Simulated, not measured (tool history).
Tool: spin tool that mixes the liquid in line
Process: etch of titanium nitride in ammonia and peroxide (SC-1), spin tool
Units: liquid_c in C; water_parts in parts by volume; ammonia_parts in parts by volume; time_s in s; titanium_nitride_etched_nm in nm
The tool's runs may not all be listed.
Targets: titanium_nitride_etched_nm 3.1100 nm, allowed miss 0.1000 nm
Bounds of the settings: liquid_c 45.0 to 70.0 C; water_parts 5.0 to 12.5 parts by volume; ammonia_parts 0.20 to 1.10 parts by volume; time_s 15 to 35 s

run,hour,liquid_c,water_parts,ammonia_parts,time_s,titanium_nitride_etched_nm
1,0.0,61.0,7.0,0.60,35,4.6894
2,9.0,60.0,7.0,0.60,35,4.4426
3,12.2,59.5,7.0,0.60,35,4.2425
4,19.4,56.5,7.0,0.60,35,3.5449
5,27.9,56.5,7.0,0.70,35,3.6286
6,29.9,56.5,7.0,0.70,35,3.5835
7,36.1,56.0,7.0,0.70,35,3.4963
8,43.1,55.0,7.0,0.70,35,3.3017

Which of these 5 next moves meets every target?
A,50.1,56.0,9.0,0.75,35,?
B,50.1,56.5,7.5,0.70,35,?
C,50.1,56.0,7.5,0.65,35,?
D,50.1,55.0,6.5,0.75,35,?
E,50.1,59.0,9.5,0.90,35,?

move,titanium_nitride_etched_nm
A,3.1488
B,3.5261
C,3.3706
D,3.4504
E,3.8495
A: meets every target
B: further off than the last run
C: further off than the last run
D: further off than the last run
E: further off than the last run
The right move is A.

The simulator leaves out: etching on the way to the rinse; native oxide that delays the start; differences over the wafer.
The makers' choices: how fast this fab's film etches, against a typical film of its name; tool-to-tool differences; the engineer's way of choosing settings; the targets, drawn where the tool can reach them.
